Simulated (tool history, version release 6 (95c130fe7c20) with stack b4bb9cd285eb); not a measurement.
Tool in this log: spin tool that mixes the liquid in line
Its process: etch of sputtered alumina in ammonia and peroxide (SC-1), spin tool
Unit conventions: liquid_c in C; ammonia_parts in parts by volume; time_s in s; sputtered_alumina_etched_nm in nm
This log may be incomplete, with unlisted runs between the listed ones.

| run | hour | liquid_c | ammonia_parts | time_s | sputtered_alumina_etched_nm |
|---|---|---|---|---|---|
| 1 | 0 | 60 | 0.85 | 65 | 6.752 |
| 2 | 4.3 | 60 | 0.85 | 65 | 6.7417 |
| 3 | 6.1 | 60 | 0.75 | 65 | 6.6718 |
| 4 | 14.7 | 65 | 0.75 | 65 | 8.6583 |
| 5 | 16.3 | 65 | 0.75 | 70 | 9.2738 |
| 6 | 17.2 | 63 | 0.75 | 70 | 8.2829 |

For run 7, what comes out?
| 7 | 21.6 | 55 | 0.7 | 70 | ? |

For run 7 the tool returned sputtered_alumina_etched_nm 5.389 nm.

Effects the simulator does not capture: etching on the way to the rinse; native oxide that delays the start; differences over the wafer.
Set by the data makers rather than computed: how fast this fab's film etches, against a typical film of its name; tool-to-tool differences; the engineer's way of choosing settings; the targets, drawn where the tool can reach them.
